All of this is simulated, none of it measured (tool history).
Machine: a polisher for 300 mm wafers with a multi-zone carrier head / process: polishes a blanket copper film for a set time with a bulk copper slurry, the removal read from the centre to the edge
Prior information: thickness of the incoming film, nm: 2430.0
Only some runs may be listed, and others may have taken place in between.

run,hour,flow of slurry (ml/min),pressure of the head's centre zone,pressure of the head's middle zone,pressure of the head's edge zone,abrasive content of the slurry,polishing time (s),film removed at the wafer's centre (nm),film removed at mid-radius (nm),film removed at the wafer's edge (nm)
1,0.0,120,1.00,1.00,1.00,1.00,50,382.80,380.62,382.38
2,8.8,115,0.98,0.99,0.99,0.95,49,355.60,358.00,358.52
3,11.8,115,0.98,0.93,0.99,0.95,49,363.33,340.67,361.05
4,17.0,110,0.96,0.93,0.99,0.90,48,336.72,321.62,344.78
5,21.1,105,0.94,0.93,0.98,0.85,47,311.09,307.63,330.30
6,25.3,100,0.93,0.93,0.96,0.80,47,299.78,298.41,318.57
7,31.6,95,0.92,0.93,0.95,0.75,47,288.83,287.04,306.25
8,37.4,90,0.91,0.93,0.95,0.70,47,270.05,279.77,302.22

Expected results for the next run?
9,43.1,85,0.84,0.88,0.85,0.50,42,?,?,?

Run 9 produced film removed at the wafer's centre (nm) 202.71, film removed at mid-radius (nm) 211.48, film removed at the wafer's edge (nm) 233.13.
